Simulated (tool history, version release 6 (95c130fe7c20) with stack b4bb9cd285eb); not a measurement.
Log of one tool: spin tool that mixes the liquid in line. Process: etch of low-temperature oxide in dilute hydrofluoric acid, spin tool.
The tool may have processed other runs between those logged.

run	day	temperature setpoint of the liquid (K)	parts of water to one part of 49 % hydrofluoric acid (parts by volume)	time under the liquid (s)	thickness taken off the low-temperature oxide on a monitor wafer (angstrom)
1	0	295.15	90	215	302.19
2	0.254	295.15	90	215	309.38
3	0.296	295.15	70	215	396.21
4	0.512	294.65	70	215	395.61
5	0.746	294.65	70	215	388.9
6	0.921	294.65	40	215	714.16
7	1.029	293.65	45	215	606.75
8	1.208	292.65	50	215	519.06
9	1.271	292.15	55	215	450.03
10	1.488	291.65	55	215	440.85
11	1.525	291.15	55	215	434.93
12	1.708	290.15	70	215	319.32

The next listed run, before its measurement:
13	2.075	290.65	70	215	?

Logged for run 13: thickness taken off the low-temperature oxide on a monitor wafer (angstrom) 331.12.
